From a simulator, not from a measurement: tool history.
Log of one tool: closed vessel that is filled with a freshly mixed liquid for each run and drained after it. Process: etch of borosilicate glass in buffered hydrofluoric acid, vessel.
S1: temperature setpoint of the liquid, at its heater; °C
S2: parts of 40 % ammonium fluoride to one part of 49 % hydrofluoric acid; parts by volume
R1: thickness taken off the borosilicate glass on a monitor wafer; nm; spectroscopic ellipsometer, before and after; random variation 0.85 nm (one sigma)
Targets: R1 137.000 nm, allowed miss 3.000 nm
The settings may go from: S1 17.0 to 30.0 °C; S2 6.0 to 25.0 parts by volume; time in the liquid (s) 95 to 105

Run 1, day 0.000: S1 22.0 °C, S2 15.5 parts by volume, time in the liquid (s) 95. Result: R1 77.144 nm.
Run 2, day 0.354: S1 24.5 °C, S2 15.5 parts by volume, time in the liquid (s) 95. Result: R1 89.213 nm.
Run 3, day 0.425: S1 24.5 °C, S2 18.0 parts by volume, time in the liquid (s) 95. Result: R1 75.839 nm.
Run 4, day 0.738: S1 24.5 °C, S2 16.0 parts by volume, time in the liquid (s) 95. Result: R1 86.087 nm.
Run 5, day 0.988: S1 23.0 °C, S2 16.0 parts by volume, time in the liquid (s) 95. Result: R1 79.250 nm.
At day 1.158: hydrofluoric acid flow meter replaced.
Run 6, day 1.158: S1 23.0 °C, S2 18.0 parts by volume, time in the liquid (s) 95. Result: R1 68.097 nm.
Run 7, day 1.392: S1 25.5 °C, S2 16.5 parts by volume, time in the liquid (s) 95. Result: R1 84.164 nm.
Run 8, day 1.671: S1 27.0 °C, S2 15.0 parts by volume, time in the liquid (s) 95. Result: R1 100.630 nm.
Run 9, day 1.721: S1 28.0 °C, S2 14.0 parts by volume, time in the liquid (s) 95. Result: R1 111.660 nm.
Run 10, day 2.079: S1 28.5 °C, S2 13.5 parts by volume, time in the liquid (s) 95. Result: R1 121.010 nm.
Run 11, day 2.421: S1 29.0 °C, S2 13.0 parts by volume, time in the liquid (s) 95. Result: R1 127.180 nm.
Run 12, day 2.721: S1 29.5 °C, S2 13.0 parts by volume, time in the liquid (s) 95. Result: R1 131.360 nm.

4 next moves are on the table. One of them brings every result within its allowed miss. Which?
Run A, day 3.021: S1 29.5 °C, S2 13.0 parts by volume, time in the liquid (s) 105. Result: R1 ?.
Run B, day 3.021: S1 28.0 °C, S2 11.5 parts by volume, time in the liquid (s) 95. Result: R1 ?.
Run C, day 3.021: S1 30.0 °C, S2 12.5 parts by volume, time in the liquid (s) 100. Result: R1 ?.
Run D, day 3.021: S1 29.0 °C, S2 12.0 parts by volume, time in the liquid (s) 100. Result: R1 ?.

move       R1
   A  144.040
   B  136.000
   C  146.330
   D  144.630
A: takes the result that was furthest off past its target
B: meets every target
C: takes the result that was furthest off past its target
D: takes the result that was furthest off past its target
Answer: B
